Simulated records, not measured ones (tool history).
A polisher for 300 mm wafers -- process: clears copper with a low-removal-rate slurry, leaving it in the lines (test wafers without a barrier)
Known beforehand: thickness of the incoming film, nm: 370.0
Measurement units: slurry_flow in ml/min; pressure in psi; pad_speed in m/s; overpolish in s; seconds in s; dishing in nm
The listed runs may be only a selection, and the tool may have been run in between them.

Run 1, hour 0.0: slurry_flow 280 ml/min, pressure 3.0 psi, pad_speed 1.38 m/s, slurry_solids 1.0, overpolish 22 s. Result: seconds 98.672 s, dishing 49.801 nm.
Run 2, hour 4.0: slurry_flow 280 ml/min, pressure 3.2 psi, pad_speed 1.38 m/s, slurry_solids 1.0, overpolish 23 s. Result: seconds 92.569 s, dishing 52.944 nm.
Run 3, hour 11.4: slurry_flow 280 ml/min, pressure 2.7 psi, pad_speed 1.38 m/s, slurry_solids 1.0, overpolish 23 s. Result: seconds 109.670 s, dishing 47.889 nm.
Run 4, hour 13.3: slurry_flow 280 ml/min, pressure 2.7 psi, pad_speed 1.38 m/s, slurry_solids 0.9, overpolish 23 s. Result: seconds 110.820 s, dishing 46.246 nm.
Run 5, hour 20.7: slurry_flow 280 ml/min, pressure 2.7 psi, pad_speed 1.38 m/s, slurry_solids 0.9, overpolish 19 s. Result: seconds 114.360 s, dishing 39.773 nm.
Run 6, hour 27.0: slurry_flow 280 ml/min, pressure 2.9 psi, pad_speed 1.40 m/s, slurry_solids 0.9, overpolish 20 s. Result: seconds 103.360 s, dishing 45.583 nm.
Run 7, hour 32.1: slurry_flow 280 ml/min, pressure 3.1 psi, pad_speed 1.40 m/s, slurry_solids 0.9, overpolish 21 s. Result: seconds 96.176 s, dishing 49.037 nm.
At hour 34.4: head pressure recalibrated.
Run 8, hour 34.4: slurry_flow 280 ml/min, pressure 3.3 psi, pad_speed 1.40 m/s, slurry_solids 0.9, overpolish 22 s. Result: seconds 80.339 s, dishing 56.755 nm.
Run 9, hour 41.3: slurry_flow 280 ml/min, pressure 3.4 psi, pad_speed 1.40 m/s, slurry_solids 0.9, overpolish 23 s. Result: seconds 78.615 s, dishing 62.631 nm.
Run 10, hour 47.3: slurry_flow 280 ml/min, pressure 3.5 psi, pad_speed 1.40 m/s, slurry_solids 0.9, overpolish 23 s. Result: seconds 75.374 s, dishing 60.955 nm.
Run 11, hour 52.4: slurry_flow 280 ml/min, pressure 3.6 psi, pad_speed 1.40 m/s, slurry_solids 0.9, overpolish 24 s. Result: seconds 73.652 s, dishing 66.756 nm.

Run 12 is up next; what results do you expect?
Run 12, hour 56.7: slurry_flow 280 ml/min, pressure 4.4 psi, pad_speed 1.42 m/s, slurry_solids 0.9, overpolish 24 s. Result: seconds ?, dishing ?.

Run 12 measured seconds 59.651 s, dishing 73.939 nm.

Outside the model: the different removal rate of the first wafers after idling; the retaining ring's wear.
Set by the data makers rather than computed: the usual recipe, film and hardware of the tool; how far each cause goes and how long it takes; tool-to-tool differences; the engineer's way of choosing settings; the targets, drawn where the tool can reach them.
